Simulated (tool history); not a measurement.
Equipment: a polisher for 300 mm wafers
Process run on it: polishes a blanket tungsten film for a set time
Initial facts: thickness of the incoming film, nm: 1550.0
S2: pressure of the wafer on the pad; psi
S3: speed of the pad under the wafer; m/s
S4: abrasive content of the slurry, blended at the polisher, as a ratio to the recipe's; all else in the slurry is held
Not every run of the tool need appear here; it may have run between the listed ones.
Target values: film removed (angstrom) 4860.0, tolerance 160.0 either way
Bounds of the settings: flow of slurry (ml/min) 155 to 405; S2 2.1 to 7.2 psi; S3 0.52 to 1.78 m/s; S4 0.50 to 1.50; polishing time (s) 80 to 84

{"run": 1, "hour": 0.0, "flow of slurry (ml/min)": 260, "S2": 4.6, "S3": 1.14, "S4": 1.0, "polishing time (s)": 80, "film removed (angstrom)": 6489.4}
{"run": 2, "hour": 0.7, "flow of slurry (ml/min)": 260, "S2": 4.3, "S3": 1.14, "S4": 1.0, "polishing time (s)": 80, "film removed (angstrom)": 6048.8}
{"run": 3, "hour": 1.4, "flow of slurry (ml/min)": 295, "S2": 4.3, "S3": 1.14, "S4": 1.0, "polishing time (s)": 80, "film removed (angstrom)": 6304.7}
{"run": 4, "hour": 3.0, "flow of slurry (ml/min)": 295, "S2": 4.3, "S3": 1.42, "S4": 1.0, "polishing time (s)": 80, "film removed (angstrom)": 7550.4}
{"run": 5, "hour": 8.3, "flow of slurry (ml/min)": 285, "S2": 3.9, "S3": 1.42, "S4": 1.0, "polishing time (s)": 80, "film removed (angstrom)": 6976.8}
{"run": 6, "hour": 16.6, "flow of slurry (ml/min)": 280, "S2": 3.5, "S3": 1.42, "S4": 1.0, "polishing time (s)": 80, "film removed (angstrom)": 6421.7}
{"run": 7, "hour": 25.2, "flow of slurry (ml/min)": 275, "S2": 3.2, "S3": 1.42, "S4": 1.0, "polishing time (s)": 80, "film removed (angstrom)": 6003.3}
{"run": 8, "hour": 31.2, "flow of slurry (ml/min)": 270, "S2": 2.1, "S3": 1.4, "S4": 1.0, "polishing time (s)": 80, "film removed (angstrom)": 4428.3}

Which one of the following 4 next-run settings gets every result inside its allowed miss? There is exactly one.
{"run": "A", "hour": 37.2, "flow of slurry (ml/min)": 300, "S2": 2.1, "S3": 1.24, "S4": 0.9, "polishing time (s)": 80, "film removed (angstrom)": "?"}
{"run": "B", "hour": 37.2, "flow of slurry (ml/min)": 340, "S2": 3.2, "S3": 0.86, "S4": 1.2, "polishing time (s)": 80, "film removed (angstrom)": "?"}
{"run": "C", "hour": 37.2, "flow of slurry (ml/min)": 240, "S2": 2.1, "S3": 1.32, "S4": 0.95, "polishing time (s)": 80, "film removed (angstrom)": "?"}
{"run": "D", "hour": 37.2, "flow of slurry (ml/min)": 250, "S2": 2.3, "S3": 1.46, "S4": 0.95, "polishing time (s)": 82, "film removed (angstrom)": "?"}

move=A film_removed_(angstrom)=3887.4
move=B film_removed_(angstrom)=4189.1
move=C film_removed_(angstrom)=4089.6
move=D film_removed_(angstrom)=4896.5
A: misses by more than the last run did
B: misses by more than the last run did
C: misses by more than the last run did
D: hits every target within its allowed miss
The right move is D.
